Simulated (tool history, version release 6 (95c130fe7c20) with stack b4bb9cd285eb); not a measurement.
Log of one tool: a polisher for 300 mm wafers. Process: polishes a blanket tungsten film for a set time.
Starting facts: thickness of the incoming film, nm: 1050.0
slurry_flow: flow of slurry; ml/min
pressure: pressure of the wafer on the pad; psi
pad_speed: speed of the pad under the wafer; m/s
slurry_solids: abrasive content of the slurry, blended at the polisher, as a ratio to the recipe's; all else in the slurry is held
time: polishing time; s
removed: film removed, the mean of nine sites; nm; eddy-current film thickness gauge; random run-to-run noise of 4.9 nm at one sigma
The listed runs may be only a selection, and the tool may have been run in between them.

run,hour,slurry_flow,pressure,pad_speed,slurry_solids,time,removed
1,0.0,275,3.2,1.04,1.00,104,394.80
2,4.8,275,3.2,1.04,1.00,109,410.91
3,13.5,275,3.2,1.04,1.15,109,426.18
4,19.1,275,3.2,1.04,1.15,104,409.72
5,27.4,275,3.4,1.04,1.15,104,427.05
6,28.4,275,3.4,0.94,1.15,104,382.98
7,29.4,280,4.3,0.96,1.15,104,469.60
8,34.9,280,5.0,1.04,1.15,104,560.23

The next listed run, before its measurement:
9,41.5,280,5.0,1.06,1.15,104,?

removed: 560.41 nm
